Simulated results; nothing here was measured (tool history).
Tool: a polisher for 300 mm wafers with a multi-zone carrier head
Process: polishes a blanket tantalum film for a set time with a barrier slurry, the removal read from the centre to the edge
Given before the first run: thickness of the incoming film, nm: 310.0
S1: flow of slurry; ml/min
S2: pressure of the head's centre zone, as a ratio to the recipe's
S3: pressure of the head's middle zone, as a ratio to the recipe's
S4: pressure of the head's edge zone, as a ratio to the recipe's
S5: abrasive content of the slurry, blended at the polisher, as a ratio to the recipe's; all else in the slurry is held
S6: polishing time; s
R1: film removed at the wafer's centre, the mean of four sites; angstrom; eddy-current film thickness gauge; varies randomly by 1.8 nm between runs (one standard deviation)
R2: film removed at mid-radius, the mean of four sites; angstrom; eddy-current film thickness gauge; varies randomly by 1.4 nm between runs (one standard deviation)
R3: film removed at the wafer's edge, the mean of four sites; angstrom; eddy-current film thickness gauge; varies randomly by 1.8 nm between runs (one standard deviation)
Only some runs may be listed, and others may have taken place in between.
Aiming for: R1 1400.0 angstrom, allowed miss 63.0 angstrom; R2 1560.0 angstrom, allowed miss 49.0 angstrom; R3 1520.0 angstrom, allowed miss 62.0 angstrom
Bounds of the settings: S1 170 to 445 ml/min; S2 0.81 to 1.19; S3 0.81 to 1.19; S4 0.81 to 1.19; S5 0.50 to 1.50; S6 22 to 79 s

Run 1, hour 0.0: S1 285 ml/min, S2 1.00, S3 1.00, S4 1.00, S5 1.00, S6 50 s. Result: R1 1253.0 angstrom, R2 1272.6 angstrom, R3 1283.0 angstrom.
Run 2, hour 6.6: S1 320 ml/min, S2 1.00, S3 1.00, S4 1.00, S5 1.00, S6 50 s. Result: R1 1282.1 angstrom, R2 1284.4 angstrom, R3 1261.0 angstrom.
Run 3, hour 9.1: S1 320 ml/min, S2 1.00, S3 1.06, S4 1.00, S5 1.00, S6 50 s. Result: R1 1272.2 angstrom, R2 1345.0 angstrom, R3 1267.2 angstrom.
Run 4, hour 16.4: S1 320 ml/min, S2 1.00, S3 1.06, S4 0.96, S5 1.00, S6 50 s. Result: R1 1291.9 angstrom, R2 1369.8 angstrom, R3 1273.0 angstrom.
Run 5, hour 21.5: S1 320 ml/min, S2 1.00, S3 1.06, S4 1.00, S5 1.00, S6 50 s. Result: R1 1300.9 angstrom, R2 1366.3 angstrom, R3 1285.1 angstrom.
Run 6, hour 25.3: S1 320 ml/min, S2 1.08, S3 1.06, S4 1.00, S5 1.00, S6 50 s. Result: R1 1350.8 angstrom, R2 1359.5 angstrom, R3 1322.3 angstrom.
Run 7, hour 31.2: S1 305 ml/min, S2 1.08, S3 1.08, S4 1.02, S5 1.05, S6 50 s. Result: R1 1358.6 angstrom, R2 1396.7 angstrom, R3 1302.0 angstrom.
Run 8, hour 38.0: S1 295 ml/min, S2 1.05, S3 1.07, S4 1.04, S5 1.10, S6 51 s. Result: R1 1382.1 angstrom, R2 1438.1 angstrom, R3 1345.1 angstrom.
Run 9, hour 43.5: S1 275 ml/min, S2 1.03, S3 1.06, S4 1.06, S5 1.10, S6 52 s. Result: R1 1394.9 angstrom, R2 1440.2 angstrom, R3 1388.9 angstrom.
Run 10, hour 50.4: S1 260 ml/min, S2 1.01, S3 1.06, S4 1.07, S5 1.10, S6 52 s. Result: R1 1356.4 angstrom, R2 1411.6 angstrom, R3 1423.3 angstrom.
Run 11, hour 51.1: S1 255 ml/min, S2 1.01, S3 1.07, S4 1.08, S5 1.10, S6 52 s. Result: R1 1342.6 angstrom, R2 1448.4 angstrom, R3 1415.0 angstrom.
Run 12, hour 54.4: S1 250 ml/min, S2 1.01, S3 1.07, S4 1.09, S5 1.10, S6 52 s. Result: R1 1352.2 angstrom, R2 1417.8 angstrom, R3 1404.8 angstrom.
Run 13, hour 55.7: S1 245 ml/min, S2 1.00, S3 1.08, S4 1.10, S5 1.15, S6 52 s. Result: R1 1378.9 angstrom, R2 1455.0 angstrom, R3 1421.4 angstrom.

4 next moves are on the table. One of them brings every result within its allowed miss. Which?
Run A, hour 57.0: S1 265 ml/min, S2 1.05, S3 1.18, S4 1.06, S5 1.20, S6 51 s. Result: R1 ?, R2 ?, R3 ?.
Run B, hour 57.0: S1 255 ml/min, S2 1.10, S3 1.15, S4 0.97, S5 1.40, S6 53 s. Result: R1 ?, R2 ?, R3 ?.
Run C, hour 57.0: S1 215 ml/min, S2 0.94, S3 1.15, S4 1.05, S5 1.20, S6 57 s. Result: R1 ?, R2 ?, R3 ?.
Run D, hour 57.0: S1 215 ml/min, S2 0.92, S3 1.03, S4 1.02, S5 1.40, S6 56 s. Result: R1 ?, R2 ?, R3 ?.

move      R1      R2      R3
   A  1407.0  1565.8  1395.5
   B  1565.7  1638.7  1432.3
   C  1397.7  1674.7  1527.2
   D  1393.2  1548.2  1531.6
A: meets the target for the result that was furthest off, but another lies outside its allowed miss
B: moves the result that the last run missed by most past its target, out the other side
C: moves the result that the last run missed by most past its target, out the other side
D: hits every target within its allowed miss
Go with D: it meets all targets.

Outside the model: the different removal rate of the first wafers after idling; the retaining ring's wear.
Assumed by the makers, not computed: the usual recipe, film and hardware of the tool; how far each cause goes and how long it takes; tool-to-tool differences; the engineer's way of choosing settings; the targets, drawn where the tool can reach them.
